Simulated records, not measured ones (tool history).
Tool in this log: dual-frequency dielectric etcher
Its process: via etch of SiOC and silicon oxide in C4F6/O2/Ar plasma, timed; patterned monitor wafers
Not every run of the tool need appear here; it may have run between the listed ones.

run	hour	source power (kW)	bias power (kW)	etch time (s)	mean etch depth across the wafer (Å)
1	0	0.48	0.156	75.5	824.73
2	5.9	0.48	0.131	75.5	768.36
3	7.6	0.5	0.132	75.5	788.88
4	11.5	0.5	0.132	79	816.76
5	12.2	0.54	0.132	79	839.75
6	20.4	0.59	0.132	79	865.31

Predict the results of run 7:
7	28.2	0.6	0.132	79	?

Run 7 yielded mean etch depth across the wafer (Å) 862.46.
